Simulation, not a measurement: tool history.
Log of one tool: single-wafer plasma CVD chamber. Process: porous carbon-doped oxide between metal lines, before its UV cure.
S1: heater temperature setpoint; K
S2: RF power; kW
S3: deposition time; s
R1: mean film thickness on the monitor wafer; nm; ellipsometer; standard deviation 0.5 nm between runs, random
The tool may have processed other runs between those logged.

{"run": 1, "hour": 0.0, "S1": 558.15, "S2": 0.48, "S3": 31.6, "R1": 183.37}
{"run": 2, "hour": 1.1, "S1": 558.15, "S2": 0.48, "S3": 30.1, "R1": 174.82}
{"run": 3, "hour": 2.2, "S1": 563.15, "S2": 0.475, "S3": 30.1, "R1": 168.74}
{"run": 4, "hour": 9.4, "S1": 563.15, "S2": 0.51, "S3": 30.1, "R1": 174.64}
{"run": 5, "hour": 15.3, "S1": 556.15, "S2": 0.51, "S3": 30.1, "R1": 181.3}
{"run": 6, "hour": 23.6, "S1": 556.15, "S2": 0.51, "S3": 31.6, "R1": 190.33}
{"run": 7, "hour": 27.1, "S1": 562.15, "S2": 0.485, "S3": 31.4, "R1": 178.78}
{"run": 8, "hour": 29.8, "S1": 566.15, "S2": 0.465, "S3": 31.3, "R1": 170.45}

For run 9, what comes out?
{"run": 9, "hour": 31.8, "S1": 570.15, "S2": 0.455, "S3": 31.2, "R1": "?"}

Logged for run 9: R1 164.58 nm.
